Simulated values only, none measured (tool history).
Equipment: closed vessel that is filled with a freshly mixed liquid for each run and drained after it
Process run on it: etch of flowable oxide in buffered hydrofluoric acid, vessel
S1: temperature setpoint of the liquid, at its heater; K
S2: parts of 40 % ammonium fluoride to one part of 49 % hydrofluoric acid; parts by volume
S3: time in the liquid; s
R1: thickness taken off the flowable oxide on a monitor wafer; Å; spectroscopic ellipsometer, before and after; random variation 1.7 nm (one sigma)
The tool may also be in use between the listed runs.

run	hour	S1	S2	S3	R1
1	0	295.15	9.5	95	3245.7
2	3.5	297.65	9.5	95	3736.5
3	11.3	299.15	9.5	95	4060.7
4	16.5	299.15	9.5	95	4021.9
5	22.5	300.15	9.5	95	4270.8
# hour 24.5: hydrofluoric acid flow meter replaced
6	24.5	300.15	6.5	95	6819.5
7	32	298.15	6.5	95	6143.8

Run 8, settings as shown, results not yet in. Your forecast:
8	39.1	296.65	6.5	95	?

Run 8 came out at R1 5666.7 Å.
